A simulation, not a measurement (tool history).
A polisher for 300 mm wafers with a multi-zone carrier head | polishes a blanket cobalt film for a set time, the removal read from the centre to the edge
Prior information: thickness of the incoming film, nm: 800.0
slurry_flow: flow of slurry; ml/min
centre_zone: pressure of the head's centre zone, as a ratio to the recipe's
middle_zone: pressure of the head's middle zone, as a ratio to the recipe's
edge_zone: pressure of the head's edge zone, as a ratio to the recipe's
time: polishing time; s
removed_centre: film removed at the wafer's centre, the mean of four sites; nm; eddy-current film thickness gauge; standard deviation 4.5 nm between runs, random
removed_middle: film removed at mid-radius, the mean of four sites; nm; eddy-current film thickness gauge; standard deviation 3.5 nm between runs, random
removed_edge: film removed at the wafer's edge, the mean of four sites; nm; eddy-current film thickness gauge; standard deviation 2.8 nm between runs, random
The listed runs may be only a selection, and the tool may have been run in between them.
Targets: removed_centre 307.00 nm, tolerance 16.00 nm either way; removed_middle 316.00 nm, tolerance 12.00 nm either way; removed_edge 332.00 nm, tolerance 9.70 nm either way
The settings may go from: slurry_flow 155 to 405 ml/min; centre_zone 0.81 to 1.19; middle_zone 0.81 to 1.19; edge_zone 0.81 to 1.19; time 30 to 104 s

run	hour	slurry_flow	centre_zone	middle_zone	edge_zone	time	removed_centre	removed_middle	removed_edge
1	0.0	260	1.00	1.00	1.00	67	243.75	247.32	237.46
2	6.6	260	1.00	1.05	1.00	67	237.74	255.22	241.57
3	12.2	260	0.92	1.05	1.00	67	222.75	256.86	240.73
4	20.5	260	0.94	1.04	1.04	71	241.53	269.54	259.94
5	25.7	260	0.95	1.03	1.07	74	252.69	278.76	274.14
6	32.8	265	0.96	1.02	1.10	77	263.73	290.19	286.93
7	36.3	260	0.97	1.00	1.12	80	273.52	295.56	304.61
8	42.9	265	0.99	1.00	1.13	81	287.09	299.78	307.13
9	50.1	265	0.99	1.00	1.14	82	301.15	301.27	314.09
10	53.5	265	0.98	1.00	1.15	83	295.31	312.32	313.36
11	56.0	260	0.98	0.99	1.15	84	298.04	313.98	318.05

Exercise: of the 5 proposed moves below, exactly one satisfies all targets within the stated allowed misses. Which move is it?
A	58.5	245	0.98	1.07	0.94	87	?	?	?
B	58.5	315	0.90	1.00	1.19	84	?	?	?
C	58.5	270	1.06	1.06	1.09	82	?	?	?
D	58.5	185	1.00	1.00	1.16	87	?	?	?
E	58.5	265	0.90	0.99	1.19	86	?	?	?

move	removed_centre	removed_middle	removed_edge
A	308.39	333.30	308.09
B	278.69	309.48	335.52
C	317.09	313.71	311.55
D	306.98	307.73	333.10
E	281.43	310.30	340.35
A: further off than the last run
B: brings the result that was furthest off to its target, and leaves another outside
C: further off than the last run
D: every result within its allowed miss
E: brings the result that was furthest off to its target, and leaves another outside
Move D is the one to make.

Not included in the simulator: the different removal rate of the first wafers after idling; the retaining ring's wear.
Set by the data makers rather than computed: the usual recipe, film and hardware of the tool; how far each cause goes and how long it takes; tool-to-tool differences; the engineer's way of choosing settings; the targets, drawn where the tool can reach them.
